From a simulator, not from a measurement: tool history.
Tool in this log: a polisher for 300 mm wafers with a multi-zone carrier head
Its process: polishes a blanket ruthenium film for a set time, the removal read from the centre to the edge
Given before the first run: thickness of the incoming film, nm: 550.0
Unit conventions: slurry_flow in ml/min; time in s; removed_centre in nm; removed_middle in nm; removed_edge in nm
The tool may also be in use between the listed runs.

run	day	slurry_flow	centre_zone	middle_zone	edge_zone	time	removed_centre	removed_middle	removed_edge
1	0	190	1	1	1	83	70.487	71.885	68.933
2	0.342	190	1	1.04	1	83	72.368	72.858	68.326
3	0.425	185	1.06	0.99	1	75	66.128	64.514	64.14
4	0.588	185	0.97	0.99	1	75	62.221	62.123	62.161
5	0.958	165	0.97	0.99	1	75	60.608	62.815	61.991
6	1.171	165	0.9	0.99	1	75	55.232	62.346	61.353
7	1.283	185	0.96	0.96	0.97	69	54.796	56.765	58.006
8	1.5	185	0.96	0.96	0.97	69	55.151	57.865	58.474

Run 9 has not been measured yet. What should we expect?
9	1.625	205	1.03	0.97	0.99	62	?	?	?

removed_centre: 53.921 nm
removed_middle: 53.218 nm
removed_edge: 53.046 nm
